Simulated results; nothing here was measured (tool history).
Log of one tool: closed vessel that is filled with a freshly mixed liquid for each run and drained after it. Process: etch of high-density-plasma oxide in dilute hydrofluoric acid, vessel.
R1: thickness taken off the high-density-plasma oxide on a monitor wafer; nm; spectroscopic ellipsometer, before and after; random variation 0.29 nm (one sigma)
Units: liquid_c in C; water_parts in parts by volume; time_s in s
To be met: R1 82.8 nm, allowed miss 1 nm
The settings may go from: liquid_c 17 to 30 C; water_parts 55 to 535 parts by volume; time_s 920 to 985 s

{"run": 1, "hour": 0.0, "liquid_c": 22, "water_parts": 295, "time_s": 920, "R1": 23.253}
{"run": 2, "hour": 6.5, "liquid_c": 19, "water_parts": 295, "time_s": 920, "R1": 20.976}
{"run": 3, "hour": 8.3, "liquid_c": 19, "water_parts": 295, "time_s": 985, "R1": 22.451}
{"run": 4, "hour": 17.5, "liquid_c": 17, "water_parts": 295, "time_s": 985, "R1": 20.959}
{"run": 5, "hour": 19.7, "liquid_c": 19, "water_parts": 270, "time_s": 985, "R1": 25.061}
{"run": 6, "hour": 21.8, "liquid_c": 20.5, "water_parts": 245, "time_s": 985, "R1": 29.983}
{"run": 7, "hour": 30.2, "liquid_c": 22, "water_parts": 225, "time_s": 985, "R1": 34.936}
{"hour": 34.7, "done": "hydrofluoric acid flow meter replaced"}
{"run": 8, "hour": 34.7, "liquid_c": 23, "water_parts": 210, "time_s": 985, "R1": 44.104}
{"run": 9, "hour": 39.4, "liquid_c": 24, "water_parts": 205, "time_s": 985, "R1": 47.26}
{"run": 10, "hour": 46.9, "liquid_c": 25, "water_parts": 200, "time_s": 985, "R1": 50.499}
{"run": 11, "hour": 55.0, "liquid_c": 29, "water_parts": 120, "time_s": 985, "R1": 107.56}
{"run": 12, "hour": 61.9, "liquid_c": 28.5, "water_parts": 120, "time_s": 985, "R1": 105.48}
{"run": 13, "hour": 67.7, "liquid_c": 28, "water_parts": 120, "time_s": 985, "R1": 103.48}
{"run": 14, "hour": 73.1, "liquid_c": 27.5, "water_parts": 120, "time_s": 985, "R1": 101.94}
{"run": 15, "hour": 80.0, "liquid_c": 27, "water_parts": 120, "time_s": 985, "R1": 99.581}
{"run": 16, "hour": 87.6, "liquid_c": 26.5, "water_parts": 120, "time_s": 985, "R1": 98.126}
{"run": 17, "hour": 95.5, "liquid_c": 26, "water_parts": 120, "time_s": 985, "R1": 95.898}
{"run": 18, "hour": 97.7, "liquid_c": 25.5, "water_parts": 120, "time_s": 985, "R1": 94.223}

Which of these 5 next moves meets every target?
{"run": "A", "hour": 99.9, "liquid_c": 29.5, "water_parts": 155, "time_s": 980, "R1": "?"}
{"run": "B", "hour": 99.9, "liquid_c": 27, "water_parts": 140, "time_s": 980, "R1": "?"}
{"run": "C", "hour": 99.9, "liquid_c": 24.5, "water_parts": 130, "time_s": 950, "R1": "?"}
{"run": "D", "hour": 99.9, "liquid_c": 26, "water_parts": 135, "time_s": 935, "R1": "?"}
{"run": "E", "hour": 99.9, "liquid_c": 27, "water_parts": 105, "time_s": 985, "R1": "?"}

move=A R1=80.555
move=B R1=82.93
move=C R1=79.698
move=D R1=79.511
move=E R1=116.2
A: takes the result that was furthest off past its target
B: meets every target
C: takes the result that was furthest off past its target
D: takes the result that was furthest off past its target
E: further off than the last run
The right move is B.

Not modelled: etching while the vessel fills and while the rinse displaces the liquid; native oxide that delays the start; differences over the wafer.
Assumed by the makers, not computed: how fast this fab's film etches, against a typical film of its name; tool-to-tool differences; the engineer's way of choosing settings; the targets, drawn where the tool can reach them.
